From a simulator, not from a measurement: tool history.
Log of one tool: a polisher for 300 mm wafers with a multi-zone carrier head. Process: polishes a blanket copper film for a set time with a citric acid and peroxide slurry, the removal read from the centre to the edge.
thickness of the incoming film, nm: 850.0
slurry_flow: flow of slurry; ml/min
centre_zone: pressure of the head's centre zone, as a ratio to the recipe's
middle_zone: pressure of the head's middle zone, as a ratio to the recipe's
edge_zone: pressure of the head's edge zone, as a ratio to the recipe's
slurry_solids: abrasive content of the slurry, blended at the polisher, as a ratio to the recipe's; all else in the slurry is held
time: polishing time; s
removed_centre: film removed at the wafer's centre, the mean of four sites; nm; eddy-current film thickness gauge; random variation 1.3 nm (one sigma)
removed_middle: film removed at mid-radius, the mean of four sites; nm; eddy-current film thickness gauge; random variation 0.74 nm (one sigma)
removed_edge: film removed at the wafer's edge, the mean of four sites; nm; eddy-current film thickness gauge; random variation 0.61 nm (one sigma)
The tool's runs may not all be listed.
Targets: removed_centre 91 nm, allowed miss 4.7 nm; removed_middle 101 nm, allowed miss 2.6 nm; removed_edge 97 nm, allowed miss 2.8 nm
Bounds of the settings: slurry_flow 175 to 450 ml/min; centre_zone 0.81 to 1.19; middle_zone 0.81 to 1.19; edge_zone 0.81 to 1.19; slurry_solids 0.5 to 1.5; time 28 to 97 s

run 1 hour=0 | slurry_flow=290 centre_zone=1 middle_zone=1 edge_zone=1 slurry_solids=1 time=62 | removed_centre=207.53 removed_middle=201.7 removed_edge=203.14
run 2 hour=5.5 | slurry_flow=290 centre_zone=1 middle_zone=1 edge_zone=1 slurry_solids=1.2 time=62 | removed_centre=218.41 removed_middle=211.81 removed_edge=212.23
run 3 hour=10.4 | slurry_flow=290 centre_zone=0.99 middle_zone=1 edge_zone=0.99 slurry_solids=1.15 time=59 | removed_centre=204.35 removed_middle=200.81 removed_edge=199.5
run 4 hour=14.9 | slurry_flow=290 centre_zone=0.99 middle_zone=1 edge_zone=0.99 slurry_solids=1.15 time=47 | removed_centre=161.38 removed_middle=158.15 removed_edge=160.67
run 5 hour=18.2 | slurry_flow=290 centre_zone=0.98 middle_zone=1 edge_zone=0.98 slurry_solids=1.1 time=45 | removed_centre=150.72 removed_middle=150.36 removed_edge=149.79
run 6 hour=24.6 | slurry_flow=290 centre_zone=1.01 middle_zone=1 edge_zone=0.98 slurry_solids=1.1 time=45 | removed_centre=154.89 removed_middle=150.28 removed_edge=150.08
run 7 hour=27.2 | slurry_flow=290 centre_zone=1 middle_zone=1 edge_zone=0.97 slurry_solids=1.05 time=44 | removed_centre=151.8 removed_middle=144.93 removed_edge=143.97
run 8 hour=32.5 | slurry_flow=285 centre_zone=0.98 middle_zone=1 edge_zone=0.96 slurry_solids=1 time=43 | removed_centre=142.39 removed_middle=142.22 removed_edge=138.76
run 9 hour=35 | slurry_flow=260 centre_zone=0.88 middle_zone=0.9 edge_zone=0.86 slurry_solids=0.75 time=30 | removed_centre=82.782 removed_middle=84.146 removed_edge=85.729
run 10 hour=42.2 | slurry_flow=270 centre_zone=0.88 middle_zone=0.91 edge_zone=0.87 slurry_solids=0.75 time=30 | removed_centre=81.678 removed_middle=85.971 removed_edge=86.549
run 11 hour=44.3 | slurry_flow=335 centre_zone=0.97 middle_zone=1.01 edge_zone=0.97 slurry_solids=0.95 time=31 | removed_centre=100.04 removed_middle=103.43 removed_edge=100.99

Which of these 5 next moves meets every target?
run A hour=46.4 | slurry_flow=385 centre_zone=0.88 middle_zone=1 edge_zone=0.93 slurry_solids=0.95 time=30 | removed_centre=? removed_middle=? removed_edge=?
run B hour=46.4 | slurry_flow=305 centre_zone=0.92 middle_zone=1.01 edge_zone=1.02 slurry_solids=1.2 time=30 | removed_centre=? removed_middle=? removed_edge=?
run C hour=46.4 | slurry_flow=310 centre_zone=0.96 middle_zone=1.03 edge_zone=0.98 slurry_solids=0.85 time=32 | removed_centre=? removed_middle=? removed_edge=?
run D hour=46.4 | slurry_flow=295 centre_zone=1.03 middle_zone=1.03 edge_zone=0.98 slurry_solids=0.85 time=33 | removed_centre=? removed_middle=? removed_edge=?
run E hour=46.4 | slurry_flow=285 centre_zone=1.1 middle_zone=1.04 edge_zone=0.93 slurry_solids=1.05 time=29 | removed_centre=? removed_middle=? removed_edge=?

move=A removed_centre=92.616 removed_middle=101.67 removed_edge=96.679
move=B removed_centre=99.732 removed_middle=105.75 removed_edge=104.75
move=C removed_centre=103.01 removed_middle=106.34 removed_edge=101.56
move=D removed_centre=113.38 removed_middle=109.05 removed_edge=104.32
move=E removed_centre=111.12 removed_middle=100.86 removed_edge=93.457
A: meets every target
B: further off than the last run
C: further off than the last run
D: further off than the last run
E: further off than the last run
Answer: A
